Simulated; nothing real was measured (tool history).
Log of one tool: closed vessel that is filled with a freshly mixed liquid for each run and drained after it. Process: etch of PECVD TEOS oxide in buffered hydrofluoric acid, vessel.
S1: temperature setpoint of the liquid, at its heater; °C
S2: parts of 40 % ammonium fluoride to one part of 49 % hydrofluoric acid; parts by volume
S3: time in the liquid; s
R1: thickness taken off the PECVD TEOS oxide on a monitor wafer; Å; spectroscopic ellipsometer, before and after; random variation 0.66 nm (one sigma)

run 1 hour=0 | S1=22 S2=10.5 S3=100 | R1=1526.1
run 2 hour=8 | S1=22 S2=8 S3=100 | R1=2004.5
run 3 hour=12.2 | S1=19.5 S2=8 S3=100 | R1=1754.8
run 4 hour=16.5 | S1=19.5 S2=11 S3=100 | R1=1300.9
run 5 hour=23.8 | S1=19 S2=11 S3=100 | R1=1256.8
run 6 hour=27.7 | S1=17 S2=11 S3=100 | R1=1118.2

Forecast run 7:
run 7 hour=30.4 | S1=17 S2=11 S3=100 | R1=?

R1: 1133.6 Å

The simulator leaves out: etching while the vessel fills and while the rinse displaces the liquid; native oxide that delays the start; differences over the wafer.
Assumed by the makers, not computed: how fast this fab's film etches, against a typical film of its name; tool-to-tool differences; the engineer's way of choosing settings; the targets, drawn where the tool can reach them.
